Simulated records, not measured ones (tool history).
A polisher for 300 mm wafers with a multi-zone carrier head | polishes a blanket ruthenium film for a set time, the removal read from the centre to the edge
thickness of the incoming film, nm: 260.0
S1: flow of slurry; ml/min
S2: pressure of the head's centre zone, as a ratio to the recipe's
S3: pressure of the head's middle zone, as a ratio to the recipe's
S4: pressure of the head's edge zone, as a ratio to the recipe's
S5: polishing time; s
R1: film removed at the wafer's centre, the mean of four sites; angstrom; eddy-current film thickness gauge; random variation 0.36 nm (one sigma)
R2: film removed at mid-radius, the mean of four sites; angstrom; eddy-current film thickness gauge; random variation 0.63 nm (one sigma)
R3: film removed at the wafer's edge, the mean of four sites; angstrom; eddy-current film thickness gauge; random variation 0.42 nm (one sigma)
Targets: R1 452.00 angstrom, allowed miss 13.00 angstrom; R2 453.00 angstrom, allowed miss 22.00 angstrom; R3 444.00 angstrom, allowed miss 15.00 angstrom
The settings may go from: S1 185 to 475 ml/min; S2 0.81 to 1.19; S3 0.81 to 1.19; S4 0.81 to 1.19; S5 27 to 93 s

run  hour   S1    S2    S3    S4  S5      R1      R2      R3
  1   0.0  305  1.00  1.00  1.00  59  581.73  557.51  535.59
  2   6.4  305  1.00  1.00  0.95  59  576.94  549.34  511.41
  3   8.1  300  0.96  0.97  0.92  58  549.09  524.80  499.55
  4  16.0  295  0.93  0.96  0.90  57  518.99  505.13  486.05
  5  23.8  295  0.93  0.96  0.98  57  519.23  514.11  508.49
  6  29.2  295  0.86  0.96  0.98  57  486.38  503.88  515.91
  7  36.1  290  0.86  0.95  0.94  56  479.09  486.10  492.83
  8  38.4  285  0.85  0.95  0.91  55  462.04  479.08  469.79
  9  39.5  280  0.85  0.94  0.90  55  456.64  472.67  475.17
 10  41.3  295  0.90  0.95  0.86  51  458.13  450.12  419.92
     43.5  -- centre zone pressure recalibrated
 11  43.5  290  0.89  0.95  0.87  51  406.26  443.39  428.44
 12  50.7  310  0.90  0.95  0.88  51  412.25  451.68  434.53
 13  57.9  300  0.90  0.95  0.89  51  419.97  446.57  433.85

5 next moves are on the table. One of them brings every result within its allowed miss. Which?
  A  65.1  265  1.02  0.98  0.97  50   ?   ?   ?
  B  65.1  225  0.98  1.00  0.81  51   ?   ?   ?
  C  65.1  225  1.01  1.00  0.84  51   ?   ?   ?
  D  65.1  200  0.94  0.81  0.90  54   ?   ?   ?
  E  65.1  185  0.98  0.89  0.81  53   ?   ?   ?

move      R1      R2      R3
   A  449.67  450.49  437.21
   B  432.44  459.77  405.51
   C  445.78  459.68  412.04
   D  431.94  403.30  446.73
   E  437.69  423.56  414.88
A: meets every target
B: as far off as the last run
C: brings the result that was furthest off to its target, and leaves another outside
D: nearer than the last run, and not there yet
E: nearer than the last run, and not there yet
The right move is A.
